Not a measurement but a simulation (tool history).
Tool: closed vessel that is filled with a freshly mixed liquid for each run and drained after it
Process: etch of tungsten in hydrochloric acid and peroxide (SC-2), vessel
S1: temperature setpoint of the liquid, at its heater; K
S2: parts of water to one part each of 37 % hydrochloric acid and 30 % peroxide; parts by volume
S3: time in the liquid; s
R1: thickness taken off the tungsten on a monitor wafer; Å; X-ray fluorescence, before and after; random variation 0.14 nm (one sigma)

{"run": 1, "hour": 0.0, "S1": 326.15, "S2": 6, "S3": 100, "R1": 205.24}
{"run": 2, "hour": 1.9, "S1": 320.15, "S2": 6, "S3": 100, "R1": 136.77}
{"run": 3, "hour": 4.9, "S1": 323.15, "S2": 6, "S3": 100, "R1": 170.29}
{"run": 4, "hour": 9.4, "S1": 323.15, "S2": 6, "S3": 105, "R1": 178.19}
{"run": 5, "hour": 12.2, "S1": 317.15, "S2": 6, "S3": 105, "R1": 119.16}
{"run": 6, "hour": 18.8, "S1": 320.65, "S2": 6, "S3": 105, "R1": 149.87}
{"run": 7, "hour": 22.0, "S1": 323.15, "S2": 6, "S3": 105, "R1": 178.19}
{"run": 8, "hour": 22.9, "S1": 325.15, "S2": 6, "S3": 105, "R1": 201.67}
{"run": 9, "hour": 28.1, "S1": 326.15, "S2": 6, "S3": 105, "R1": 217.46}

Forecast run 10:
{"run": 10, "hour": 35.8, "S1": 327.15, "S2": 6, "S3": 105, "R1": "?"}

R1: 230.98 Å

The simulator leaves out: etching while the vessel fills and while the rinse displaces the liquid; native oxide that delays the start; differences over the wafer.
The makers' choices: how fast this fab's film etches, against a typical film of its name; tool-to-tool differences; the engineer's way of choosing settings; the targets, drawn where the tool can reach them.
